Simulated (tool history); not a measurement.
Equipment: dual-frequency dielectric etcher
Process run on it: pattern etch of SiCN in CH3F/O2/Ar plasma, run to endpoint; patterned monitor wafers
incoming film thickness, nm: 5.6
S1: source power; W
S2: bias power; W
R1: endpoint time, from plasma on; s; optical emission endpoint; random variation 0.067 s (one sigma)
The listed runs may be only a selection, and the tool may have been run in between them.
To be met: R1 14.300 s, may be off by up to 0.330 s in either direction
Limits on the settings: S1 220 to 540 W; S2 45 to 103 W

{"run": 1, "hour": 0.0, "S1": 380, "S2": 74, "R1": 17.12}
{"run": 2, "hour": 5.3, "S1": 420, "S2": 77, "R1": 16.249}
{"run": 3, "hour": 13.0, "S1": 450, "S2": 79, "R1": 15.529}
{"run": 4, "hour": 19.8, "S1": 450, "S2": 84, "R1": 15.097}
{"run": 5, "hour": 28.4, "S1": 450, "S2": 76, "R1": 15.759}
{"run": 6, "hour": 29.9, "S1": 490, "S2": 76, "R1": 15.241}
{"run": 7, "hour": 30.8, "S1": 500, "S2": 77, "R1": 14.973}
{"run": 8, "hour": 35.4, "S1": 510, "S2": 78, "R1": 14.901}

Of the 4 settings listed for the next run, only one would bring every result within its allowed miss of target. Which one?
{"run": "A", "hour": 40.0, "S1": 540, "S2": 79, "R1": "?"}
{"run": "B", "hour": 40.0, "S1": 490, "S2": 82, "R1": "?"}
{"run": "C", "hour": 40.0, "S1": 540, "S2": 92, "R1": "?"}
{"run": "D", "hour": 40.0, "S1": 500, "S2": 68, "R1": "?"}

move=A R1=14.399
move=B R1=14.762
move=C R1=13.590
move=D R1=15.704
A: every result lands within tolerance
B: better than the last run, though not everything is in spec
C: the result that was furthest off in the last run now lies on the other side of its target
D: lands further from the targets than the last run did
So the answer is move A, the one that meets all the targets.
